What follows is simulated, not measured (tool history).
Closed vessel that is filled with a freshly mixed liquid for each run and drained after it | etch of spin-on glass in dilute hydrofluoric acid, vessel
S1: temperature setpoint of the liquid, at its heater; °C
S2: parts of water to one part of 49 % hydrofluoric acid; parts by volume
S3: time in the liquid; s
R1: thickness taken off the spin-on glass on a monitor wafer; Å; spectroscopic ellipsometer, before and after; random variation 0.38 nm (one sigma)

Run 1, day 0.000: S1 23.0 °C, S2 100 parts by volume, S3 120 s. Result: R1 339.41 Å.
Run 2, day 0.238: S1 25.5 °C, S2 90 parts by volume, S3 120 s. Result: R1 424.98 Å.
Run 3, day 0.358: S1 23.0 °C, S2 90 parts by volume, S3 120 s. Result: R1 383.03 Å.
Run 4, day 0.475: S1 25.5 °C, S2 80 parts by volume, S3 120 s. Result: R1 482.37 Å.
Run 5, day 0.529: S1 25.5 °C, S2 80 parts by volume, S3 130 s. Result: R1 519.50 Å.
Run 6, day 0.575: S1 27.0 °C, S2 80 parts by volume, S3 130 s. Result: R1 556.44 Å.
Run 7, day 0.817: S1 28.0 °C, S2 80 parts by volume, S3 130 s. Result: R1 578.29 Å.

Forecast run 8:
Run 8, day 1.179: S1 29.0 °C, S2 80 parts by volume, S3 130 s. Result: R1 ?.

Run 8 gave R1 595.89 Å.
